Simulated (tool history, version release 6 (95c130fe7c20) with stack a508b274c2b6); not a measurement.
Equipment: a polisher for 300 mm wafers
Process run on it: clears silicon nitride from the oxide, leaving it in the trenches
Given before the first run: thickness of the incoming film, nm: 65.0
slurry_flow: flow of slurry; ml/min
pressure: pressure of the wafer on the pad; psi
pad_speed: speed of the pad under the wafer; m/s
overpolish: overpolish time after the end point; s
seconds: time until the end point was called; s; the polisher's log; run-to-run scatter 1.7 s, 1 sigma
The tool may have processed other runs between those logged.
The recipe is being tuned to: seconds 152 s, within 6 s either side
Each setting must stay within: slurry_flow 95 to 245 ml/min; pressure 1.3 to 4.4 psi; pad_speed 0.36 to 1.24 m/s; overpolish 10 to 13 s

| run | hour | slurry_flow | pressure | pad_speed | overpolish | seconds |
|---|---|---|---|---|---|---|
| 1 | 0 | 155 | 2.8 | 0.8 | 13 | 107.3 |
| 2 | 4.1 | 185 | 2.8 | 0.8 | 13 | 105.24 |
| 3 | 11.7 | 210 | 2.8 | 0.8 | 13 | 101.4 |
| 4 | 19.9 | 210 | 2.8 | 0.8 | 13 | 103.53 |
| 5 | 26.4 | 210 | 2.8 | 0.8 | 13 | 102.96 |
| 6 | 33.9 | 210 | 2.8 | 0.68 | 13 | 116.24 |
| 7 | 39.3 | 210 | 2.6 | 0.68 | 13 | 123.76 |
| 8 | 45.6 | 210 | 2.5 | 0.68 | 13 | 127.03 |
| 9 | 47.1 | 210 | 2.5 | 0.68 | 13 | 127.87 |
| 10 | 53.2 | 210 | 2.4 | 0.68 | 13 | 135.12 |
| 11 | 58.1 | 210 | 2.3 | 0.68 | 13 | 137.03 |
| 12 | 65.1 | 210 | 2.2 | 0.68 | 13 | 147.07 |

Exercise: of the 4 proposed moves below, exactly one satisfies all targets within the stated allowed misses. Which move is it?
| A | 72.1 | 225 | 2.2 | 0.62 | 10 | ? |
| B | 72.1 | 225 | 2.1 | 0.74 | 10 | ? |
| C | 72.1 | 245 | 1.7 | 0.78 | 13 | ? |
| D | 72.1 | 225 | 2.6 | 0.56 | 13 | ? |

| move | seconds |
|---|---|
| A | 150.11 |
| B | 139.68 |
| C | 162.89 |
| D | 136.19 |
A: meets every target
B: its largest miss is bigger than the last run's
C: takes the result that was furthest off past its target
D: its largest miss is bigger than the last run's
The move that meets every target is A.

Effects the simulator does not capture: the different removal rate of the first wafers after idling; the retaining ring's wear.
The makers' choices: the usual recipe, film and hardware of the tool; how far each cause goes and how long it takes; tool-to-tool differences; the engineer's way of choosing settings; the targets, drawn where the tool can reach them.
